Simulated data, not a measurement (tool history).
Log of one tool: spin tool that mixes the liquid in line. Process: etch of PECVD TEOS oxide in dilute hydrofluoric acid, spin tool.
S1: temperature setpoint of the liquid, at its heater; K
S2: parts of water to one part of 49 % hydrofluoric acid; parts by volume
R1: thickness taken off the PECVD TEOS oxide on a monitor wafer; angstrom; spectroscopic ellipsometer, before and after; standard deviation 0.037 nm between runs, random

run 1 hour=0 | S1=295.15 S2=50 time_under_the_liquid_(s)=50 | R1=92.431
run 2 hour=1.3 | S1=295.15 S2=50 time_under_the_liquid_(s)=55 | R1=100.79
run 3 hour=7.6 | S1=295.15 S2=50 time_under_the_liquid_(s)=50 | R1=92.113
run 4 hour=14.8 | S1=295.15 S2=50 time_under_the_liquid_(s)=50 | R1=92.322
run 5 hour=15.7 | S1=298.65 S2=50 time_under_the_liquid_(s)=50 | R1=106.77
run 6 hour=24 | S1=300.65 S2=50 time_under_the_liquid_(s)=50 | R1=115.41
run 7 hour=31.4 | S1=300.65 S2=50 time_under_the_liquid_(s)=50 | R1=116.97
run 8 hour=36.8 | S1=298.15 S2=50 time_under_the_liquid_(s)=50 | R1=104.89

Run 9 comes next. What will it give?
run 9 hour=44.8 | S1=296.15 S2=50 time_under_the_liquid_(s)=50 | R1=?

{"run 9": {"R1": 96.245}}
